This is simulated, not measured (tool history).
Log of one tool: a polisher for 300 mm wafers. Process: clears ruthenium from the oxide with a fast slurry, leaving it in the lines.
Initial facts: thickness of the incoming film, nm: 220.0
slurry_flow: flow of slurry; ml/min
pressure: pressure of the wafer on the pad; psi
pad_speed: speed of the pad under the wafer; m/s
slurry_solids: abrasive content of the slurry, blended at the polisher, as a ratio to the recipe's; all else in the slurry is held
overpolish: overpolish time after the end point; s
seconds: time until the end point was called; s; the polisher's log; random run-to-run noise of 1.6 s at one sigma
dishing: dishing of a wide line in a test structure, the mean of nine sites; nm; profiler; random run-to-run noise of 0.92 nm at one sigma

run,hour,slurry_flow,pressure,pad_speed,slurry_solids,overpolish,seconds,dishing
1,0.0,125,3.0,1.10,1.00,27,51.215,67.220
2,3.1,125,2.8,1.06,1.00,27,56.658,60.796
3,6.9,125,2.8,1.06,0.85,27,60.166,59.099
4,11.9,125,2.6,1.04,0.85,27,65.843,55.458
5,18.6,125,2.4,1.02,0.85,27,73.240,51.957
6,23.3,125,2.3,1.02,0.85,27,75.144,52.056
7,28.3,125,2.2,1.02,0.85,27,76.462,49.681
8,36.3,110,1.4,0.88,0.85,31,138.860,34.440

Expected results for the next run?
9,45.0,115,1.4,0.88,0.85,31,?,?

{"run 9": {"seconds": 140.12, "dishing": 36.328}}

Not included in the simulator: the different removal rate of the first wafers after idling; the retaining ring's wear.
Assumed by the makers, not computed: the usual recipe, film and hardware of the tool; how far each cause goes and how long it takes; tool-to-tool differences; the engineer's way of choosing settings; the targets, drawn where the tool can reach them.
